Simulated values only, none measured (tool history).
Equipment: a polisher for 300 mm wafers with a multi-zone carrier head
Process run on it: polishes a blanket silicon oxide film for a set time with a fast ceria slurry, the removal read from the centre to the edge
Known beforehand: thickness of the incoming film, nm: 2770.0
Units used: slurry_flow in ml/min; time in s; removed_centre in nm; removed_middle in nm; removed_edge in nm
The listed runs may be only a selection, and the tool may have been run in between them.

run,hour,slurry_flow,centre_zone,middle_zone,edge_zone,time,removed_centre,removed_middle,removed_edge
1,0.0,295,1.00,1.00,1.00,44,1000.1,992.35,1028.40
2,7.6,310,1.05,1.03,1.01,46,1100.8,1054.80,1041.50
3,11.3,310,1.07,1.04,1.02,48,1175.6,1118.30,1108.00
4,12.9,315,1.10,1.06,1.03,49,1245.5,1164.90,1133.70
5,18.5,315,1.10,1.06,1.03,41,1006.9,961.91,933.09
6,23.9,350,1.10,1.06,1.03,41,1048.7,967.72,945.68
7,32.7,365,1.12,1.08,1.05,44,1128.7,1066.00,1050.00

Run 8, settings as shown, results not yet in. Your forecast:
8,39.8,375,1.14,1.09,1.04,46,?,?,?

{"run 8": {"removed_centre": 1236.6, "removed_middle": 1117.1, "removed_edge": 1085.0}}
